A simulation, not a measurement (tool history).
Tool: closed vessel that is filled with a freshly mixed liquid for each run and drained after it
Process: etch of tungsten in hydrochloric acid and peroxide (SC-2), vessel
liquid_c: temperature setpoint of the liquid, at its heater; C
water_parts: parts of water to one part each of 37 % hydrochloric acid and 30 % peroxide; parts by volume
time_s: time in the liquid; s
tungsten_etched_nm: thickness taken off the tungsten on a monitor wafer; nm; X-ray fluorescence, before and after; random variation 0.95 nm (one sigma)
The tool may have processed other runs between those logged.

run,day,liquid_c,water_parts,time_s,tungsten_etched_nm
1,0.000,61.0,7.5,90,37.485
2,0.062,64.5,6.5,90,52.509
3,0.342,64.5,9.0,90,39.990
4,0.633,67.0,7.5,90,54.562
5,0.933,68.5,6.5,90,67.270
6,0.979,68.5,4.5,90,86.669

Estimate the outcome of run 7 from the log above:
7,1.025,68.5,4.5,90,?

Run 7 produced tungsten_etched_nm 87.371 nm.
